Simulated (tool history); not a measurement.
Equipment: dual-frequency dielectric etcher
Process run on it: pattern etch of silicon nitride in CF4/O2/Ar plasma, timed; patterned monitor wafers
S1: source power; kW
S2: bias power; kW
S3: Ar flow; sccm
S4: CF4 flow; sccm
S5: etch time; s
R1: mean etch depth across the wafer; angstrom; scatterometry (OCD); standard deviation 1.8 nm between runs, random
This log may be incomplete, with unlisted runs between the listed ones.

run,day,S1,S2,S3,S4,S5,R1
1,0.000,0.680,0.037,132,114,179.5,3629.6
2,0.333,0.660,0.037,132,114,179.5,3535.0
3,0.504,0.650,0.037,132,114,179.5,3488.5
4,0.825,0.650,0.037,132,128,179.5,3567.5
5,1.183,0.650,0.037,132,135,179.5,3608.3
6,1.258,0.720,0.037,132,135,179.5,3929.2
7,1.488,0.680,0.037,132,135,179.5,3737.1

The next listed run, before its measurement:
8,1.767,0.580,0.037,132,135,179.5,?

R1: 3259.6 angstrom
